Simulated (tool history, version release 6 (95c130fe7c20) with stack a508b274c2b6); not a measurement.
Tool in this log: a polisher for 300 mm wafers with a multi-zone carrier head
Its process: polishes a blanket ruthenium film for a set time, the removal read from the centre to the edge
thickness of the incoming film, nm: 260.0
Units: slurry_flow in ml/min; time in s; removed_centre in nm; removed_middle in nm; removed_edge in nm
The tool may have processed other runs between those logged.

| run | day | slurry_flow | centre_zone | middle_zone | edge_zone | time | removed_centre | removed_middle | removed_edge |
|---|---|---|---|---|---|---|---|---|---|
| 1 | 0.000 | 260 | 1.00 | 1.00 | 1.00 | 56 | 48.027 | 46.354 | 47.296 |
| 2 | 0.025 | 265 | 1.00 | 0.99 | 1.03 | 58 | 49.479 | 47.359 | 50.320 |
| 3 | 0.312 | 275 | 1.01 | 1.00 | 1.06 | 59 | 50.802 | 48.648 | 51.294 |
| 4 | 0.600 | 275 | 1.01 | 0.99 | 1.08 | 61 | 52.215 | 50.211 | 53.982 |
| 5 | 0.642 | 275 | 0.95 | 0.99 | 1.08 | 61 | 49.544 | 50.336 | 53.598 |
| 6 | 0.812 | 275 | 0.95 | 0.91 | 1.08 | 61 | 48.711 | 47.094 | 54.128 |
| 7 | 0.838 | 280 | 0.97 | 0.92 | 1.09 | 62 | 50.885 | 48.014 | 54.172 |
| 8 | 0.896 | 280 | 0.97 | 0.92 | 1.09 | 62 | 52.030 | 47.988 | 54.695 |

Estimate the outcome of run 9 from the log above:
| 9 | 1.154 | 280 | 0.97 | 0.92 | 1.09 | 62 | ? | ? | ? |

{"run 9": {"removed_centre": 51.829, "removed_middle": 47.834, "removed_edge": 54.066}}
